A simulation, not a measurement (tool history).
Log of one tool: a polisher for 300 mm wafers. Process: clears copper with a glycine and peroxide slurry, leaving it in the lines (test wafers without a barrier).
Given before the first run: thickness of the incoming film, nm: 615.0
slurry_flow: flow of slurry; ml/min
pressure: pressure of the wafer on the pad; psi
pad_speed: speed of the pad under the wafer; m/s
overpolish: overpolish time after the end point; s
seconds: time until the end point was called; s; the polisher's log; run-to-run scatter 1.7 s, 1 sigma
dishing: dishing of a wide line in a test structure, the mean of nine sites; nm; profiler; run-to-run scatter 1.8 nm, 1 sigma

run,hour,slurry_flow,pressure,pad_speed,overpolish,seconds,dishing
1,0.0,145,3.2,0.96,25,140.25,65.503
2,2.0,145,3.5,0.96,27,129.85,77.073
3,9.6,145,3.5,0.96,32,133.30,84.175
4,17.4,145,3.8,0.98,31,120.71,87.048
5,21.1,145,3.8,0.98,23,118.87,69.770
6,23.1,145,3.8,1.08,23,113.63,74.359
7,30.6,145,3.9,1.10,25,107.54,79.575
8,32.6,145,4.0,1.10,27,107.77,86.391

Run 9, settings as shown, results not yet in. Your forecast:
9,38.4,145,4.1,1.10,28,?,?

seconds: 103.55 s
dishing: 87.490 nm
